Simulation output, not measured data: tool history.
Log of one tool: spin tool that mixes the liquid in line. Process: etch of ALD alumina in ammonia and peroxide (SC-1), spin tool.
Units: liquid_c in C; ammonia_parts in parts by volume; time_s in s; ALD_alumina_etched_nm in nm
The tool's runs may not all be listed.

run 1 hour=0.0 | liquid_c=54.0 ammonia_parts=0.6 time_s=310 | ALD_alumina_etched_nm=20.043
run 2 hour=6.8 | liquid_c=51.0 ammonia_parts=0.6 time_s=310 | ALD_alumina_etched_nm=17.191
run 3 hour=12.1 | liquid_c=51.0 ammonia_parts=0.6 time_s=335 | ALD_alumina_etched_nm=18.533
run 4 hour=15.3 | liquid_c=51.0 ammonia_parts=0.6 time_s=335 | ALD_alumina_etched_nm=18.720
run 5 hour=17.1 | liquid_c=50.5 ammonia_parts=0.6 time_s=335 | ALD_alumina_etched_nm=17.966
run 6 hour=20.9 | liquid_c=50.5 ammonia_parts=0.6 time_s=335 | ALD_alumina_etched_nm=17.821
run 7 hour=23.6 | liquid_c=50.0 ammonia_parts=0.6 time_s=335 | ALD_alumina_etched_nm=17.773

Forecast run 8:
run 8 hour=24.6 | liquid_c=49.5 ammonia_parts=0.6 time_s=335 | ALD_alumina_etched_nm=?

ALD_alumina_etched_nm: 17.141 nm

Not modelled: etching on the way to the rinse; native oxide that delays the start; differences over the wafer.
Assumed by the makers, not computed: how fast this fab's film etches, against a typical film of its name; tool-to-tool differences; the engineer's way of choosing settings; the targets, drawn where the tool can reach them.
